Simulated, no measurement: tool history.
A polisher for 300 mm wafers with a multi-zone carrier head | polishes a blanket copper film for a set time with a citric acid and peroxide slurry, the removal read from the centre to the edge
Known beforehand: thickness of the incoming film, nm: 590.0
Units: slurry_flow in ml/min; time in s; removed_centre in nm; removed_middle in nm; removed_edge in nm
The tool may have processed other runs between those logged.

Run 1, hour 0.0: slurry_flow 245 ml/min, centre_zone 1.00, middle_zone 1.00, edge_zone 1.00, slurry_solids 1.00, time 45 s. Result: removed_centre 78.648 nm, removed_middle 77.240 nm, removed_edge 77.025 nm.
Run 2, hour 5.5: slurry_flow 245 ml/min, centre_zone 1.00, middle_zone 0.95, edge_zone 1.00, slurry_solids 1.00, time 45 s. Result: removed_centre 79.466 nm, removed_middle 75.447 nm, removed_edge 76.553 nm.
Run 3, hour 11.5: slurry_flow 280 ml/min, centre_zone 1.00, middle_zone 0.95, edge_zone 1.00, slurry_solids 1.00, time 45 s. Result: removed_centre 82.220 nm, removed_middle 74.544 nm, removed_edge 77.341 nm.
Run 4, hour 15.9: slurry_flow 280 ml/min, centre_zone 1.00, middle_zone 0.95, edge_zone 1.00, slurry_solids 1.00, time 37 s. Result: removed_centre 66.199 nm, removed_middle 62.169 nm, removed_edge 63.596 nm.
Run 5, hour 16.7: slurry_flow 330 ml/min, centre_zone 1.00, middle_zone 0.95, edge_zone 1.00, slurry_solids 1.00, time 37 s. Result: removed_centre 67.194 nm, removed_middle 62.228 nm, removed_edge 63.707 nm.
Run 6, hour 21.5: slurry_flow 330 ml/min, centre_zone 1.00, middle_zone 1.01, edge_zone 1.00, slurry_solids 1.00, time 37 s. Result: removed_centre 65.853 nm, removed_middle 66.284 nm, removed_edge 62.717 nm.
Run 7, hour 27.5: slurry_flow 335 ml/min, centre_zone 1.00, middle_zone 1.00, edge_zone 0.98, slurry_solids 0.90, time 35 s. Result: removed_centre 60.013 nm, removed_middle 59.909 nm, removed_edge 58.626 nm.

What will run 8 give?
Run 8, hour 32.3: slurry_flow 340 ml/min, centre_zone 1.03, middle_zone 1.01, edge_zone 0.96, slurry_solids 0.85, time 33 s. Result: removed_centre ?, removed_middle ?, removed_edge ?.

removed_centre: 58.441 nm
removed_middle: 56.341 nm
removed_edge: 53.239 nm
